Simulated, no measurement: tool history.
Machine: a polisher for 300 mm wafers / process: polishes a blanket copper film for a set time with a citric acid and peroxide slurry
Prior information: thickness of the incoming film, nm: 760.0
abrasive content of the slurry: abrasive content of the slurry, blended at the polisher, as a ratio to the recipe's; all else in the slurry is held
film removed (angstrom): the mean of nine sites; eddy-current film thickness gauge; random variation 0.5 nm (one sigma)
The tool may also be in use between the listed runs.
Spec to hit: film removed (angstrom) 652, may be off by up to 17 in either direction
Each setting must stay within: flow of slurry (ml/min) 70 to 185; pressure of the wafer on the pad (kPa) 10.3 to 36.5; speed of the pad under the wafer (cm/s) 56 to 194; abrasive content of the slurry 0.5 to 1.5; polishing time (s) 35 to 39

run  hour  flow of slurry (ml/min)  pressure of the wafer on the pad (kPa)  speed of the pad under the wafer (cm/s)  abrasive content of the slurry  polishing time (s)  film removed (angstrom)
  1     0                      120                                    23.4                                      124                               1                  39                   1100.9
  2   2.8                      120                                    23.4                                      124                               1                  39                     1092
  3   5.8                      115                                    21.4                                      124                               1                  39                   999.67
  4  11.2                      115                                    21.4                                      124                            1.15                  39                     1027
  5    16                      110                                      20                                      124                            1.15                  39                    955.8
  6  24.9                      105                                    18.6                                      124                            1.15                  39                    888.7
  7  31.2                      100                                    17.2                                      124                            1.15                  39                   822.62
  8  34.1                       95                                    16.5                                      124                            1.15                  39                   775.55
  9  36.6                       90                                    15.9                                      124                            1.15                  39                   750.34
 10  37.7                       85                                    15.2                                      124                            1.15                  39                   704.37
     43.6  -- worn pad replaced by a new one
 11  43.6                       75                                    14.5                                      124                            1.15                  39                   692.37

Which of these 5 next moves meets every target?
  A  49.5                       75                                    18.6                                      118                             1.3                  35                        ?
  B  49.5                       95                                      20                                       84                            0.95                  39                        ?
  C  49.5                       80                                    14.5                                      124                            1.05                  37                        ?
  D  49.5                       75                                    15.2                                      130                            1.15                  39                        ?
  E  49.5                      100                                    18.6                                      102                            1.15                  37                        ?

move  film removed (angstrom)
   A                      785
   B                   692.62
   C                   657.84
   D                   759.94
   E                   754.37
A: moves away from the targets compared with the last run
B: no better and no worse than the last run
C: meets every target
D: moves away from the targets compared with the last run
E: moves away from the targets compared with the last run
Go with C: it meets all targets.
